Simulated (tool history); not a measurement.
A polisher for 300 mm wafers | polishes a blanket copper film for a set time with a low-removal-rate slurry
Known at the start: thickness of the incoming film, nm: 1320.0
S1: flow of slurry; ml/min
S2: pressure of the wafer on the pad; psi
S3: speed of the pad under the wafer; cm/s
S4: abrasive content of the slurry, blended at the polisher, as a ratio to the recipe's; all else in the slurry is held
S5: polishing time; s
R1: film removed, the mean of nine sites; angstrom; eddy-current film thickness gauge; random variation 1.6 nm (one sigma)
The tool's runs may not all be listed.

{"run": 1, "day": 0.0, "S1": 190, "S2": 2.8, "S3": 124, "S4": 1, "S5": 109, "R1": 3728.9}
{"run": 2, "day": 0.292, "S1": 155, "S2": 2.8, "S3": 124, "S4": 1, "S5": 109, "R1": 3586.8}
{"run": 3, "day": 0.412, "S1": 150, "S2": 2.4, "S3": 122, "S4": 1, "S5": 109, "R1": 3028.3}
{"run": 4, "day": 0.625, "S1": 145, "S2": 2.1, "S3": 120, "S4": 1, "S5": 109, "R1": 2600.3}
{"run": 5, "day": 0.783, "S1": 145, "S2": 2.4, "S3": 120, "S4": 1, "S5": 109, "R1": 3022}
{"run": 6, "day": 0.862, "S1": 145, "S2": 2.4, "S3": 142, "S4": 1, "S5": 109, "R1": 3404.8}
{"run": 7, "day": 1.017, "S1": 140, "S2": 2.1, "S3": 136, "S4": 1, "S5": 109, "R1": 2863.2}

The next listed run, before its measurement:
{"run": 8, "day": 1.342, "S1": 130, "S2": 1.3, "S3": 122, "S4": 1, "S5": 109, "R1": "?"}

R1: 1645.4 angstrom
